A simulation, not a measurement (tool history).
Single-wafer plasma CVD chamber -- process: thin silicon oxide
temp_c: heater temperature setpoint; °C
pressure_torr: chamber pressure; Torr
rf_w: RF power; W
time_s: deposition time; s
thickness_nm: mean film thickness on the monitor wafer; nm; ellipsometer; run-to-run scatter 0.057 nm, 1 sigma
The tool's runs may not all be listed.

| run | hour | temp_c | pressure_torr | rf_w | time_s | thickness_nm |
|---|---|---|---|---|---|---|
| 1 | 0.0 | 410 | 0.692 | 330 | 8.24 | 13.517 |
| 2 | 6.3 | 410 | 0.712 | 330 | 8.24 | 13.832 |
| 3 | 8.2 | 410 | 0.712 | 370 | 8.24 | 14.450 |
| 4 | 11.9 | 410 | 0.613 | 370 | 8.24 | 12.864 |
| 5 | 13.8 | 410 | 0.613 | 340 | 8.24 | 12.371 |
| 6 | 21.6 | 410 | 0.613 | 340 | 8.24 | 12.261 |

Run 7 has not been measured yet. What should we expect?
| 7 | 26.4 | 410 | 0.751 | 345 | 8.25 | ? |

thickness_nm: 14.676 nm
